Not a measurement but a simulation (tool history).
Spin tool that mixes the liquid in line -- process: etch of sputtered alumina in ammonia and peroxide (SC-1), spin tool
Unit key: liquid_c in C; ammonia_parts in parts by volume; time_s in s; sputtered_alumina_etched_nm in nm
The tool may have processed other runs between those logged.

run  hour  liquid_c  ammonia_parts  time_s  sputtered_alumina_etched_nm
  1   0.0      54.0            0.6      70                       2.5209
  2   0.7      54.0            0.6      50                       1.8279
  3   8.9      55.0            0.6      50                       1.9265
  4  12.9      55.0            0.6      50                       1.9089
  5  13.6      56.5            0.6      50                       2.1079
  6  19.6      56.5            0.5      50                       2.0336
  7  22.3      57.5            0.5      50                       2.1689
  8  29.3      58.5            0.5      50                       2.2506
  9  37.8      59.5            0.5      50                       2.3865
 10  46.2      60.0            0.5      50                       2.4119
 11  52.8      60.5            0.5      50                       2.5245
 12  57.0      61.0            0.5      50                       2.5712
 13  59.3      61.5            0.5      50                       2.6225
 14  60.5      62.0            0.5      50                       2.7209

What does the tool deliver on the next run?
 15  65.8      62.5            0.5      50                            ?

sputtered_alumina_etched_nm: 2.8011 nm
